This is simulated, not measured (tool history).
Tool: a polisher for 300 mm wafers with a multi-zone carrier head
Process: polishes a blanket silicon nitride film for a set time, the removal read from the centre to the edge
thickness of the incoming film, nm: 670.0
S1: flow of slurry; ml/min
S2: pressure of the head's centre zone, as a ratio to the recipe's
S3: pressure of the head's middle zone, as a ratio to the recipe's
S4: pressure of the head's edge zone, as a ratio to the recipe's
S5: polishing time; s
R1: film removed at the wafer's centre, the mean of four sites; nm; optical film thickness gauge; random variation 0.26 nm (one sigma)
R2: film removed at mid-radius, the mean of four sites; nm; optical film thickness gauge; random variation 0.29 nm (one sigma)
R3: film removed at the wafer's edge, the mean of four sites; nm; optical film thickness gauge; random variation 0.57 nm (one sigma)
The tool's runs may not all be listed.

run  hour   S1    S2    S3    S4  S5      R1      R2      R3
  1     0  285     1     1     1  39  82.882  75.204  75.028
  2   5.1  230     1     1     1  39   79.14  74.762  71.657
  3   7.9  230     1     1     1  35  71.304  65.992  65.366
  4   9.8  230     1     1     1  42   85.62  80.778  78.743
  5  14.2  170     1     1     1  42  80.161  76.356  74.411
       20  -- centre zone pressure recalibrated
  6    20  170     1  1.05     1  42  74.928  76.765   73.53
  7    25  170     1  1.05     1  42  74.217  76.921  73.894
  8  26.7  170  0.95  1.05  0.98  35   59.37  64.305  62.424
  9  32.2  170  0.91  1.04  0.93  30   49.07  54.515  51.551
 10  35.5  170  0.88  1.02  0.92  27  42.782  48.455  46.296
 11  43.3  170  0.81  0.92  0.95  20  28.808  34.574  34.943
 12  47.9  190  0.82  0.91  0.98  20  29.924  34.755  36.316

Run 13 comes next. What will it give?
 13  48.7  205  0.82  0.9  0.99  20   ?   ?   ?

R1: 30.634 nm
R2: 35.591 nm
R3: 36.893 nm

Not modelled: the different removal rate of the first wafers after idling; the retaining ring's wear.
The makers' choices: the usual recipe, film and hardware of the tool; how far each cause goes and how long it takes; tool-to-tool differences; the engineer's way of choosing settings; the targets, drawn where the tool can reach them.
